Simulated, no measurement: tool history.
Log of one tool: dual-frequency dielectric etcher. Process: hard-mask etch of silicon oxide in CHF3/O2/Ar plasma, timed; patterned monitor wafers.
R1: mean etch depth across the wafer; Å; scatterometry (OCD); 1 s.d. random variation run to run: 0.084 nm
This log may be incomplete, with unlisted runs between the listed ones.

Run 1, hour 0: source power (kW) 0.66, bias power (kW) 0.137, etch time (s) 26.5. Result: R1 488.92 Å.
Run 2, hour 4.9: source power (kW) 0.66, bias power (kW) 0.16, etch time (s) 26.5. Result: R1 517.7 Å.
Run 3, hour 10.9: source power (kW) 0.58, bias power (kW) 0.149, etch time (s) 26.5. Result: R1 478.95 Å.
Run 4, hour 14.3: source power (kW) 0.52, bias power (kW) 0.142, etch time (s) 26.5. Result: R1 448.44 Å.
Run 5, hour 16: source power (kW) 0.48, bias power (kW) 0.14, etch time (s) 26.5. Result: R1 432.44 Å.
Run 6, hour 17.4: source power (kW) 0.56, bias power (kW) 0.14, etch time (s) 26.5. Result: R1 460.77 Å.
Run 7, hour 22.2: source power (kW) 0.51, bias power (kW) 0.138, etch time (s) 26.5. Result: R1 439.51 Å.

Run 8 is up next; what results do you expect?
Run 8, hour 25.6: source power (kW) 0.48, bias power (kW) 0.138, etch time (s) 26.5. Result: R1 ?.

{"run 8": {"R1": 429.26}}

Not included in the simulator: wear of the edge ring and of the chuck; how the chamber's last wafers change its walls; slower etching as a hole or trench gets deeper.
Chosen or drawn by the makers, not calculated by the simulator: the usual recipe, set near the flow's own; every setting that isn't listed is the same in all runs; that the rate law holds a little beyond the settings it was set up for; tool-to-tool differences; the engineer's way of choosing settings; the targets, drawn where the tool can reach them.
